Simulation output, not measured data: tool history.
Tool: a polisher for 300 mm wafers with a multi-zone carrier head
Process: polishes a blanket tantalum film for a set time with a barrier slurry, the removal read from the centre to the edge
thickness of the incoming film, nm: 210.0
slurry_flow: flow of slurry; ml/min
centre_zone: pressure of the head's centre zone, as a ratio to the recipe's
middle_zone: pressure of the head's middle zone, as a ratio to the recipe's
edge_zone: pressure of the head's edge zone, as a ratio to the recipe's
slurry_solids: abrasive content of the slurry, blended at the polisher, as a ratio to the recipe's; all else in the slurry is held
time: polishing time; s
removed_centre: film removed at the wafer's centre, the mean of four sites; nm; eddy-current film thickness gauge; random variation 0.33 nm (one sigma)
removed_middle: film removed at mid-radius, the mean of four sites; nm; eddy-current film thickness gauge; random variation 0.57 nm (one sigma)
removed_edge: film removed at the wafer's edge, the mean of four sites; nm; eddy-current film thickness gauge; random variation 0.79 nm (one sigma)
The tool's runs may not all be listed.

Run 1, hour 0.0: slurry_flow 140 ml/min, centre_zone 1.00, middle_zone 1.00, edge_zone 1.00, slurry_solids 1.00, time 50 s. Result: removed_centre 79.014 nm, removed_middle 77.161 nm, removed_edge 77.133 nm.
Run 2, hour 4.9: slurry_flow 140 ml/min, centre_zone 1.00, middle_zone 1.06, edge_zone 1.00, slurry_solids 1.00, time 50 s. Result: removed_centre 78.555 nm, removed_middle 81.065 nm, removed_edge 79.620 nm.
Run 3, hour 13.0: slurry_flow 140 ml/min, centre_zone 1.00, middle_zone 1.06, edge_zone 1.00, slurry_solids 1.00, time 58 s. Result: removed_centre 91.447 nm, removed_middle 94.573 nm, removed_edge 89.599 nm.
Run 4, hour 20.0: slurry_flow 140 ml/min, centre_zone 1.00, middle_zone 1.06, edge_zone 1.05, slurry_solids 1.00, time 58 s. Result: removed_centre 91.625 nm, removed_middle 93.817 nm, removed_edge 92.079 nm.
Run 5, hour 28.5: slurry_flow 140 ml/min, centre_zone 1.00, middle_zone 1.06, edge_zone 1.05, slurry_solids 1.20, time 58 s. Result: removed_centre 95.706 nm, removed_middle 98.796 nm, removed_edge 98.076 nm.
Run 6, hour 30.1: slurry_flow 130 ml/min, centre_zone 0.95, middle_zone 1.03, edge_zone 1.01, slurry_solids 1.00, time 54 s. Result: removed_centre 80.066 nm, removed_middle 82.763 nm, removed_edge 83.274 nm.
Run 7, hour 36.5: slurry_flow 120 ml/min, centre_zone 0.92, middle_zone 1.03, edge_zone 0.98, slurry_solids 0.85, time 51 s. Result: removed_centre 67.973 nm, removed_middle 75.322 nm, removed_edge 74.524 nm.
Run 8, hour 39.3: slurry_flow 120 ml/min, centre_zone 0.92, middle_zone 1.03, edge_zone 0.98, slurry_solids 0.85, time 51 s. Result: removed_centre 67.515 nm, removed_middle 73.510 nm, removed_edge 73.956 nm.
Run 9, hour 45.6: slurry_flow 115 ml/min, centre_zone 0.90, middle_zone 1.01, edge_zone 0.94, slurry_solids 0.75, time 49 s. Result: removed_centre 60.961 nm, removed_middle 67.068 nm, removed_edge 66.991 nm.

Forecast run 10:
Run 10, hour 52.4: slurry_flow 110 ml/min, centre_zone 0.88, middle_zone 1.00, edge_zone 0.91, slurry_solids 0.70, time 48 s. Result: removed_centre ?, removed_middle ?, removed_edge ?.

Run 10 gave removed_centre 57.557 nm, removed_middle 62.105 nm, removed_edge 62.160 nm.

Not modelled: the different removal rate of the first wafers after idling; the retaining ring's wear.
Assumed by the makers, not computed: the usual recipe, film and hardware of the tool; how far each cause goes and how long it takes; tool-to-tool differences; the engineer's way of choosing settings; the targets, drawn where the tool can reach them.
